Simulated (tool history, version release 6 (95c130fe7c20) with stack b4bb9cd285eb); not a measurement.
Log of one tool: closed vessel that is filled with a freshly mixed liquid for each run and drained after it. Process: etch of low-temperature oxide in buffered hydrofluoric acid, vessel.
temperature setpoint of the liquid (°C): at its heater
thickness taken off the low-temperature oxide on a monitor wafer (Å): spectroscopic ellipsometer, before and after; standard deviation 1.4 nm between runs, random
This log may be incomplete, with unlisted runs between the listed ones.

| run | day | temperature setpoint of the liquid (°C) | parts of 40 % ammonium fluoride to one part of 49 % hydrofluoric acid (parts by volume) | time in the liquid (s) | thickness taken off the low-temperature oxide on a monitor wafer (Å) |
|---|---|---|---|---|---|
| 1 | 0 | 22 | 9.5 | 100 | 1941.5 |
| 2 | 0.325 | 21 | 9.5 | 100 | 1843.2 |
| 3 | 0.408 | 20.5 | 9.5 | 100 | 1764.7 |
| 4 | 0.512 | 20 | 9.5 | 100 | 1719.2 |
| 5 | 0.592 | 19.5 | 9.5 | 100 | 1686.4 |
| 6 | 0.762 | 23 | 9.5 | 100 | 2049.1 |
| 7 | 0.817 | 22 | 9.5 | 100 | 1928.5 |

Run 8, settings as shown, results not yet in. Your forecast:
| 8 | 0.933 | 21.5 | 9.5 | 100 | ? |

thickness taken off the low-temperature oxide on a monitor wafer (Å): 1841.7
